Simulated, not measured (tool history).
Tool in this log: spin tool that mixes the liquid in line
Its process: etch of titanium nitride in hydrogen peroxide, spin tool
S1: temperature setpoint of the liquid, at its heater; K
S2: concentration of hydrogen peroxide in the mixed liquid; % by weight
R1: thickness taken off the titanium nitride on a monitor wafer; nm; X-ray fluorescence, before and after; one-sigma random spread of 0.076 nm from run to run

run 1 hour=0 | S1=324.15 S2=17.5 time_under_the_liquid_(s)=270 | R1=18.267
run 2 hour=8.2 | S1=318.65 S2=17.5 time_under_the_liquid_(s)=270 | R1=12.28
run 3 hour=14.1 | S1=316.65 S2=17.5 time_under_the_liquid_(s)=270 | R1=10.514
run 4 hour=15.7 | S1=316.65 S2=17.5 time_under_the_liquid_(s)=270 | R1=10.524
run 5 hour=16.7 | S1=316.65 S2=17.5 time_under_the_liquid_(s)=295 | R1=11.766
run 6 hour=19.9 | S1=314.15 S2=17.5 time_under_the_liquid_(s)=295 | R1=9.5689

What does the tool deliver on the next run?
run 7 hour=20.8 | S1=313.65 S2=17.5 time_under_the_liquid_(s)=295 | R1=?

{"run 7": {"R1": 9.0689}}
